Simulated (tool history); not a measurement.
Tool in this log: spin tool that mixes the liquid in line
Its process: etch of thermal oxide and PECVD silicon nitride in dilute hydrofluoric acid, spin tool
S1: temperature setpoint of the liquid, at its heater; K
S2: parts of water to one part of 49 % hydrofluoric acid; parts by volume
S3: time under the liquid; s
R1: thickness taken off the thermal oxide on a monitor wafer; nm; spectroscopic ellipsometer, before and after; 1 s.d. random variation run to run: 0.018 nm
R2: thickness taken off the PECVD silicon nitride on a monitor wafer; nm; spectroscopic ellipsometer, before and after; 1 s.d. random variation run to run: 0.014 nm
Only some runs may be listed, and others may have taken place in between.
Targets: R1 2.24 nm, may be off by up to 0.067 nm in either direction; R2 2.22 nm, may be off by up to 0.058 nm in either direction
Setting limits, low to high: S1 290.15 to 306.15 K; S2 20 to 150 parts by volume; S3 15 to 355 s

| run | hour | S1 | S2 | S3 | R1 | R2 |
|---|---|---|---|---|---|---|
| 1 | 0 | 298.15 | 85 | 180 | 9.4508 | 10.25 |
| 2 | 1.1 | 298.15 | 115 | 180 | 6.7246 | 7.6944 |
| 3 | 3.8 | 295.65 | 115 | 180 | 6.0038 | 6.4682 |
| 4 | 7.7 | 295.65 | 115 | 260 | 8.653 | 9.372 |
| 5 | 15.7 | 294.65 | 125 | 225 | 6.6936 | 7.0756 |
| 6 | 22.9 | 294.15 | 130 | 190 | 5.231 | 5.5247 |
| 7 | 29.7 | 290.15 | 150 | 100 | 1.972 | 1.9129 |
| 8 | 36.9 | 290.65 | 150 | 100 | 2.0469 | 1.9892 |
| 9 | 45.4 | 291.15 | 145 | 100 | 2.1318 | 2.1118 |
| 10 | 49.6 | 291.15 | 145 | 100 | 2.1416 | 2.105 |

Below are 4 possible settings for the next run. Only one of them brings all results inside the allowed miss of their targets. Which is it?
| A | 53.8 | 293.15 | 150 | 100 | ? | ? |
| B | 53.8 | 293.15 | 150 | 95 | ? | ? |
| C | 53.8 | 292.65 | 115 | 75 | ? | ? |
| D | 53.8 | 295.65 | 150 | 85 | ? | ? |

| move | R1 | R2 |
|---|---|---|
| A | 2.2227 | 2.3434 |
| B | 2.1116 | 2.2262 |
| C | 2.2115 | 2.2013 |
| D | 2.0844 | 2.3497 |
A: moves the result that the last run missed by most past its target, out the other side
B: the worst result of the last run now meets its target, but another is out of spec
C: meets every target
D: moves the result that the last run missed by most past its target, out the other side
Correct choice: C, which meets every target

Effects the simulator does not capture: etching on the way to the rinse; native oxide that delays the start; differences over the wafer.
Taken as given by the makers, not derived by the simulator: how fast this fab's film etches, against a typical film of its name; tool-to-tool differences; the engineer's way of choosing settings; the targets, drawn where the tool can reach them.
